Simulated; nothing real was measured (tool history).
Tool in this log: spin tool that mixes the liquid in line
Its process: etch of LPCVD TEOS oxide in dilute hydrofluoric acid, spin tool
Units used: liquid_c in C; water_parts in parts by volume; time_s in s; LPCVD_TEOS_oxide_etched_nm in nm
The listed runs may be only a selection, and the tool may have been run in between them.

run,hour,liquid_c,water_parts,time_s,LPCVD_TEOS_oxide_etched_nm
1,0,23,125,30,5.8778
2,7.3,23,125,25,4.8559
3,15.2,21.5,125,25,4.5768
4,16.2,24,125,25,5.1204
5,18.8,25.5,120,25,5.6259
6,22,26.5,115,25,6.0656
7,26.9,27.5,110,25,6.5347
8,27.9,27.5,110,25,6.6479
9,35.6,28.5,110,25,6.87

Run 10 is up next; what results do you expect?
10,42.7,29,110,25,?

LPCVD_TEOS_oxide_etched_nm: 7.1169 nm

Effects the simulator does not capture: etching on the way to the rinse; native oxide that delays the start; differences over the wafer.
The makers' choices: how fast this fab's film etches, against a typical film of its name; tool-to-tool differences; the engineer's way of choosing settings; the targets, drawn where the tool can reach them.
